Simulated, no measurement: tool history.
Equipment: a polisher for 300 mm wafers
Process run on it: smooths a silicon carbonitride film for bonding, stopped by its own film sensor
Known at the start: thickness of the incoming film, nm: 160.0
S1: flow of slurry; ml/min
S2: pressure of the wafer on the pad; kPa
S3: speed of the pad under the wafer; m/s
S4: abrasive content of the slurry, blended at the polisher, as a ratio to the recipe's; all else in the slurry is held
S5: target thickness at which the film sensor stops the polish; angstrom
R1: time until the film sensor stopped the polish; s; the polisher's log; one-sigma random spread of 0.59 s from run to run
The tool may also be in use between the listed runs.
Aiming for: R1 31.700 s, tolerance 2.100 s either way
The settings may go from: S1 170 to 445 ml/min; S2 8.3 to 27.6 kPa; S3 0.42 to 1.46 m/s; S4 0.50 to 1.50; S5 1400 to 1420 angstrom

run  hour   S1    S2    S3    S4    S5      R1
  1   0.0  285  17.9  0.94  1.00  1400  56.283
  2   6.3  285  20.0  0.96  1.00  1400  50.220
  3  14.1  330  20.0  0.96  1.00  1400  50.125
  4  19.6  330  21.4  1.00  1.00  1400  45.613
  5  23.0  330  21.4  1.18  1.00  1400  39.774
  6  26.8  285  21.4  1.18  1.00  1400  40.220
  7  30.6  285  22.1  1.20  1.00  1400  39.451
  8  38.0  285  22.8  1.22  1.00  1400  36.690

Exactly one of the 5 candidate moves below puts every result within its allowed miss. Which one?
  A  45.4  315  24.8  1.38  1.05  1420   ?
  B  45.4  335  22.1  1.10  1.05  1410   ?
  C  45.4  255  17.9  1.24  1.10  1400   ?
  D  45.4  325  25.5  1.24  1.20  1420   ?
  E  45.4  280  24.8  1.14  1.05  1420   ?

move      R1
   A  26.557
   B  36.791
   C  43.653
   D  26.421
   E  30.729
A: carries the result that was furthest off beyond its target, to the other side
B: just as far off the targets as the last run
C: misses by more than the last run did
D: carries the result that was furthest off beyond its target, to the other side
E: hits every target within its allowed miss
The right move is E.
